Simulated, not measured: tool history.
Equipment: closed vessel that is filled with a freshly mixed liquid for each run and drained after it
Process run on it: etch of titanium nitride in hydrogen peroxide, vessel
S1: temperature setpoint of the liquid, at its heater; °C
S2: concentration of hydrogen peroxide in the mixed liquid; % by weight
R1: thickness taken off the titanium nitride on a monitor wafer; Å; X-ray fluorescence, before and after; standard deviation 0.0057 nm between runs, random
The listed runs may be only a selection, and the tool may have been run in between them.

run 1 day=0 | S1=51 S2=16.5 time_in_the_liquid_(s)=30 | R1=24.46
run 2 day=0.133 | S1=51 S2=13 time_in_the_liquid_(s)=30 | R1=23.228
run 3 day=0.188 | S1=51 S2=13 time_in_the_liquid_(s)=30 | R1=23.078
run 4 day=0.312 | S1=51 S2=13 time_in_the_liquid_(s)=30 | R1=23.553
run 5 day=0.358 | S1=48 S2=13 time_in_the_liquid_(s)=30 | R1=18.653
run 6 day=0.438 | S1=48 S2=14.5 time_in_the_liquid_(s)=30 | R1=19.012
run 7 day=0.646 | S1=46 S2=14.5 time_in_the_liquid_(s)=30 | R1=16.521

Estimate the outcome of run 8 from the log above:
run 8 day=0.758 | S1=38 S2=14.5 time_in_the_liquid_(s)=30 | R1=?

R1: 8.9068 Å
